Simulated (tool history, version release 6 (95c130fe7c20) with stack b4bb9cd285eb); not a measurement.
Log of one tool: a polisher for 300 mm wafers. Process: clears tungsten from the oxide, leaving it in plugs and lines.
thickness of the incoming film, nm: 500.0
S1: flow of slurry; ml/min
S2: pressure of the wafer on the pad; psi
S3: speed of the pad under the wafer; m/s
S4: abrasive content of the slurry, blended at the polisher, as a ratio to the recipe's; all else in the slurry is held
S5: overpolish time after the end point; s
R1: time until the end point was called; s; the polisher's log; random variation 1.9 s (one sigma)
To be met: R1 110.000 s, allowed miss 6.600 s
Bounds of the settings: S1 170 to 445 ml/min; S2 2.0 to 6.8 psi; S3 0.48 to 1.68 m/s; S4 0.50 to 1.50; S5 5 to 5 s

run,day,S1,S2,S3,S4,S5,R1
1,0.000,285,4.4,1.08,1.00,5,65.880
2,0.371,315,4.4,1.08,1.00,5,65.463
3,0.721,315,4.4,1.08,1.00,5,64.350
4,0.775,315,5.2,1.08,1.00,5,54.645
5,1.133,315,5.2,0.86,1.00,5,66.160
6,1.458,315,4.2,0.86,1.00,5,81.478
7,1.683,315,4.2,0.86,1.00,5,82.969
8,2.046,315,4.0,0.86,1.00,5,85.325
9,2.154,315,3.8,0.86,1.00,5,90.482
10,2.479,315,3.7,0.86,1.00,5,92.771
11,2.721,315,3.6,0.86,1.00,5,96.045

5 next moves are on the table. One of them brings every result within its allowed miss. Which?
A,2.962,340,3.1,0.70,1.20,5,?
B,2.962,320,3.7,0.80,0.95,5,?
C,2.962,200,2.6,1.16,0.85,5,?
D,2.962,410,3.5,0.98,0.80,5,?
E,2.962,355,4.0,1.08,1.00,5,?

move,R1
A,122.550
B,100.200
C,112.240
D,92.361
E,70.196
A: takes the result that was furthest off past its target
B: nearer than the last run, and not there yet
C: meets every target
D: further off than the last run
E: further off than the last run
Move C is the one to make.
